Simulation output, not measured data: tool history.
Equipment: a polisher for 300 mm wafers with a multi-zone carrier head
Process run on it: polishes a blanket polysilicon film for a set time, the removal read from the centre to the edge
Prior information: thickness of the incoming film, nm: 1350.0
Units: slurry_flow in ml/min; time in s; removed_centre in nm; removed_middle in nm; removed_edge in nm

run,hour,slurry_flow,centre_zone,middle_zone,edge_zone,time,removed_centre,removed_middle,removed_edge
1,0.0,175,1.00,1.00,1.00,50,519.12,524.65,515.15
2,2.2,175,1.00,1.00,1.04,50,517.83,526.10,517.00
3,4.5,175,1.00,1.00,1.11,50,519.83,522.89,540.40
4,11.7,200,1.00,1.00,1.11,50,534.38,542.60,547.65
5,14.6,200,1.04,1.00,1.11,50,546.49,539.67,553.65
6,21.8,165,1.04,1.00,1.11,50,526.35,514.26,539.52
7,27.6,165,1.02,0.99,1.04,43,448.32,443.73,453.95
8,31.4,160,1.02,0.99,0.98,37,375.42,384.11,373.47
9,32.5,160,1.02,0.98,0.94,34,347.92,342.48,338.05
10,37.1,160,1.01,0.98,0.91,32,329.86,326.31,310.28
11,43.4,160,0.99,0.97,0.89,31,313.22,311.70,299.52
12,51.4,155,0.99,0.97,0.87,31,311.51,312.61,295.50
13,55.8,120,0.99,0.95,0.81,28,260.22,256.75,248.24
14,62.6,135,0.99,0.95,0.82,28,267.87,267.09,254.39

Forecast run 15:
15,67.6,135,0.99,0.95,0.82,28,?,?,?

Run 15 produced removed_centre 270.78 nm, removed_middle 266.68 nm, removed_edge 253.31 nm.

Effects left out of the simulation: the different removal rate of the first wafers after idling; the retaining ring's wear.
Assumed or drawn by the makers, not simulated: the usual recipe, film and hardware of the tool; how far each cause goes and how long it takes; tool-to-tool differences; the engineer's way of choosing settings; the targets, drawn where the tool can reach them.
